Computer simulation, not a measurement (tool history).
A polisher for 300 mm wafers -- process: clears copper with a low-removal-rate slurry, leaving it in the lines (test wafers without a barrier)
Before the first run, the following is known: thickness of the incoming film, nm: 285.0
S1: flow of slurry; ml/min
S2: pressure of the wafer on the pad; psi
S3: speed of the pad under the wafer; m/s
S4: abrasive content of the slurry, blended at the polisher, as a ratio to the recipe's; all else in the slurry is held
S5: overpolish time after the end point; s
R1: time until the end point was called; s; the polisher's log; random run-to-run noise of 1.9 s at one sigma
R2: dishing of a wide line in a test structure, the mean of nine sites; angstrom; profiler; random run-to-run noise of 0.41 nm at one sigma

run  hour   S1   S2    S3  S4  S5      R1      R2
  1     0  235  2.1  1.08   1  11  136.46  173.17
  2   0.6  235  1.9  1.08   1  12  151.49   182.4
  3   5.6  235  1.9  0.96   1  12  164.41  157.16
  4  11.6  205  1.9  0.96   1  12  168.87  157.21
  5  16.2  205  2.3  0.96   1  12  139.91  188.86
  6  22.4  205  2.3  0.96   1   8  139.49  123.82
  7  28.6  200  2.1  0.96   1  10  151.65  146.74

Forecast run 8:
  8  32.1  195  1.9  0.96   1  11   ?   ?

Run 8 gave R1 169.63 s, R2 141.04 angstrom.
